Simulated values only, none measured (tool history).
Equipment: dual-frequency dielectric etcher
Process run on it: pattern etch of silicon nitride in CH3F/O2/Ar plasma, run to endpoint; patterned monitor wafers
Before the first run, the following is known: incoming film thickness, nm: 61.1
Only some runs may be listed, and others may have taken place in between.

| run | hour | source power (kW) | bias power (kW) | endpoint time (s) |
|---|---|---|---|---|
| 1 | 0.0 | 0.280 | 0.083 | 105.620 |
| 2 | 4.4 | 0.280 | 0.094 | 99.266 |
| 3 | 5.4 | 0.270 | 0.089 | 103.790 |
| 4 | 13.6 | 0.270 | 0.080 | 111.590 |
| 5 | 14.7 | 0.260 | 0.079 | 114.020 |
| 6 | 15.6 | 0.250 | 0.078 | 116.500 |
| 7 | 21.7 | 0.240 | 0.077 | 120.170 |
| 8 | 26.3 | 0.230 | 0.076 | 124.510 |

Run 9 comes next. What will it give?
|  | 32.6 | bias power generator calibrated |
| 9 | 32.6 | 0.220 | 0.076 | ? |

For run 9 the tool returned endpoint time (s) 125.100.

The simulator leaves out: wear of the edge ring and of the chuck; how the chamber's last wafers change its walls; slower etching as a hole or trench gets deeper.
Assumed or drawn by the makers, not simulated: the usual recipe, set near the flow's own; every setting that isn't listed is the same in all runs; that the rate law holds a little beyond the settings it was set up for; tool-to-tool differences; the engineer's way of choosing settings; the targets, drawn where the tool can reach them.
